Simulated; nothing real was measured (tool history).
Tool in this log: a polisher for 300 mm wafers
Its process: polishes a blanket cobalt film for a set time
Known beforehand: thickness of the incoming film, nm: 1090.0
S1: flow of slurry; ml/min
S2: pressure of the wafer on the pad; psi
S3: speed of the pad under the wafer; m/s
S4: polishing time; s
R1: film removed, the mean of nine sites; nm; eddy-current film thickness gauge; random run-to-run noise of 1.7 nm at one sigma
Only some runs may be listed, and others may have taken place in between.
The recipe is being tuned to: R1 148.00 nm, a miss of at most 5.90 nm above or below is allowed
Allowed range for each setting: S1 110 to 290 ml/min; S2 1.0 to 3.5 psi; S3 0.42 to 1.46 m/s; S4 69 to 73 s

| run | hour | S1 | S2 | S3 | S4 | R1 |
|---|---|---|---|---|---|---|
| 1 | 0.0 | 185 | 2.2 | 0.94 | 69 | 337.50 |
| 2 | 6.7 | 185 | 2.5 | 0.94 | 69 | 378.97 |
| 3 | 10.8 | 185 | 2.9 | 0.94 | 69 | 453.25 |
| 4 | 15.1 | 185 | 2.7 | 0.92 | 69 | 410.96 |
| 5 | 21.4 | 155 | 2.7 | 0.92 | 69 | 396.89 |
| 6 | 27.7 | 155 | 2.7 | 0.92 | 73 | 417.02 |
| 7 | 31.7 | 155 | 2.7 | 0.92 | 73 | 429.09 |
| 8 | 36.8 | 155 | 2.5 | 0.88 | 73 | 379.48 |
| 9 | 43.1 | 155 | 2.4 | 0.84 | 73 | 340.73 |
| 10 | 44.0 | 150 | 1.8 | 0.70 | 73 | 217.19 |
| 11 | 47.8 | 150 | 1.7 | 0.70 | 73 | 204.82 |
| 12 | 56.0 | 150 | 1.6 | 0.70 | 73 | 197.44 |
| 13 | 57.3 | 150 | 1.5 | 0.70 | 73 | 182.85 |
| 14 | 63.5 | 145 | 1.0 | 0.70 | 73 | 123.33 |
| 15 | 70.7 | 150 | 1.0 | 0.70 | 73 | 121.31 |

Exactly one of the 4 candidate moves below puts every result within its allowed miss. Which one?
| A | 77.9 | 160 | 1.1 | 0.64 | 73 | ? |
| B | 77.9 | 140 | 1.4 | 0.72 | 71 | ? |
| C | 77.9 | 205 | 1.1 | 0.52 | 69 | ? |
| D | 77.9 | 170 | 1.1 | 0.76 | 71 | ? |

| move | R1 |
|---|---|
| A | 128.41 |
| B | 171.03 |
| C | 104.11 |
| D | 147.87 |
A: closer than the last run, but not yet in spec
B: carries the result that was furthest off beyond its target, to the other side
C: misses by more than the last run did
D: hits every target within its allowed miss
The right move is D.
